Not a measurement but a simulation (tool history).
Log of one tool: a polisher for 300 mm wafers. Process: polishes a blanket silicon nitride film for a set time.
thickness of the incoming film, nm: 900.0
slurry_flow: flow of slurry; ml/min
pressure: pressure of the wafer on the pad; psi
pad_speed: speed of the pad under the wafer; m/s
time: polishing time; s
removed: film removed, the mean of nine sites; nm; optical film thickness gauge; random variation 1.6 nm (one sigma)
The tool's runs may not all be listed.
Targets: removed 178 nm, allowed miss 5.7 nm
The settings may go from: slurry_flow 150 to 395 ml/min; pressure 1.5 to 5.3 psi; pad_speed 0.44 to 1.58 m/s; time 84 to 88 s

Run 1, hour 0: slurry_flow 250 ml/min, pressure 3.4 psi, pad_speed 1 m/s, time 84 s. Result: removed 120.81 nm.
Run 2, hour 8.4: slurry_flow 250 ml/min, pressure 3.8 psi, pad_speed 1 m/s, time 84 s. Result: removed 134.68 nm.
Run 3, hour 14.1: slurry_flow 250 ml/min, pressure 4.1 psi, pad_speed 1 m/s, time 84 s. Result: removed 142.53 nm.
Run 4, hour 16.6: slurry_flow 250 ml/min, pressure 4.3 psi, pad_speed 1 m/s, time 84 s. Result: removed 147.24 nm.
Run 5, hour 24.5: slurry_flow 250 ml/min, pressure 4.3 psi, pad_speed 0.78 m/s, time 84 s. Result: removed 124.56 nm.
Run 6, hour 32.7: slurry_flow 250 ml/min, pressure 4 psi, pad_speed 0.78 m/s, time 84 s. Result: removed 115.37 nm.
Run 7, hour 37.6: slurry_flow 250 ml/min, pressure 4.4 psi, pad_speed 0.82 m/s, time 84 s. Result: removed 129.95 nm.
Run 8, hour 43.1: slurry_flow 250 ml/min, pressure 4.7 psi, pad_speed 0.86 m/s, time 84 s. Result: removed 144.51 nm.
Run 9, hour 48.9: slurry_flow 250 ml/min, pressure 4.7 psi, pad_speed 0.86 m/s, time 84 s. Result: removed 143.34 nm.
Run 10, hour 50.4: slurry_flow 250 ml/min, pressure 4.9 psi, pad_speed 0.88 m/s, time 84 s. Result: removed 153.45 nm.
Run 11, hour 57.1: slurry_flow 250 ml/min, pressure 5 psi, pad_speed 0.9 m/s, time 84 s. Result: removed 154.84 nm.

Which of these 4 next moves meets every target?
Run A, hour 63.8: slurry_flow 250 ml/min, pressure 4.7 psi, pad_speed 0.84 m/s, time 84 s. Result: removed ?.
Run B, hour 63.8: slurry_flow 275 ml/min, pressure 3.7 psi, pad_speed 1.02 m/s, time 84 s. Result: removed ?.
Run C, hour 63.8: slurry_flow 280 ml/min, pressure 4.5 psi, pad_speed 0.8 m/s, time 84 s. Result: removed ?.
Run D, hour 63.8: slurry_flow 290 ml/min, pressure 5.2 psi, pad_speed 0.92 m/s, time 88 s. Result: removed ?.

move  removed
   A   140.15
   B   132.39
   C   131.78
   D   174.36
A: further off than the last run
B: further off than the last run
C: further off than the last run
D: meets every target
Answer: D

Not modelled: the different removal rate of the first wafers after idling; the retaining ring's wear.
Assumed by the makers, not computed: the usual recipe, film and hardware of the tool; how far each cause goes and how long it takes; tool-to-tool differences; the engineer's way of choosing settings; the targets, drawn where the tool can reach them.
